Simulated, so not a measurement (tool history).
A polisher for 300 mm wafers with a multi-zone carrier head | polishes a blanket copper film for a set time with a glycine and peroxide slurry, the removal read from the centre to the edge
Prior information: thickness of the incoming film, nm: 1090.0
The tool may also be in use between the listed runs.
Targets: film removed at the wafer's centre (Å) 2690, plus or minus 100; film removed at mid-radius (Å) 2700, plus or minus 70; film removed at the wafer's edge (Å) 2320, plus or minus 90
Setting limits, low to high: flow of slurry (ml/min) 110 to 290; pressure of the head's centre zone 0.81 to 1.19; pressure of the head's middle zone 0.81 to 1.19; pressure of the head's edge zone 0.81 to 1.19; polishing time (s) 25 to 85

run,hour,flow of slurry (ml/min),pressure of the head's centre zone,pressure of the head's middle zone,pressure of the head's edge zone,polishing time (s),film removed at the wafer's centre (Å),film removed at mid-radius (Å),film removed at the wafer's edge (Å)
1,0,185,1,1,1,55,3243.8,3219.6,3161.6
2,9,185,1.01,1.01,0.96,53,3092.3,3131.5,2975.7
3,17.5,180,1.03,1.01,0.93,51,3020.7,2948.9,2818.3
4,24.3,180,1.07,1.01,0.93,51,3098.7,2993.3,2795.9
5,29.6,180,1.15,1.01,0.93,51,3394.8,2957.4,2818
6,34.3,180,1.15,1.01,0.93,62,4090.6,3640.2,3411.2
7,36.4,180,1.05,1.08,0.83,47,2904.8,2902.5,2485.5
8,44.4,170,1.05,1.08,0.83,47,2779,2874.4,2468.5
9,52.6,165,1.06,1.08,0.83,47,2768.1,2812.1,2472.2
10,54.6,165,1.06,1.08,0.83,46,2789.4,2821,2390

Exactly one of the 4 candidate moves below puts every result within its allowed miss. Which one?
A,56.6,140,1.17,1.19,0.83,42,?,?,?
B,56.6,195,0.94,1.15,0.85,44,?,?,?
C,56.6,210,1.09,1.1,0.9,42,?,?,?
D,56.6,200,1.12,1.13,0.81,41,?,?,?

move,film removed at the wafer's centre (Å),film removed at mid-radius (Å),film removed at the wafer's edge (Å)
A,2672.8,2685,2126
B,2438,2919.5,2362
C,2718.8,2711.2,2335.2
D,2702.8,2688.2,2161.7
A: gets the furthest-off result to its target, but another result is out of tolerance
B: further off than the last run
C: each result inside its tolerance
D: gets the furthest-off result to its target, but another result is out of tolerance
The right move is C.

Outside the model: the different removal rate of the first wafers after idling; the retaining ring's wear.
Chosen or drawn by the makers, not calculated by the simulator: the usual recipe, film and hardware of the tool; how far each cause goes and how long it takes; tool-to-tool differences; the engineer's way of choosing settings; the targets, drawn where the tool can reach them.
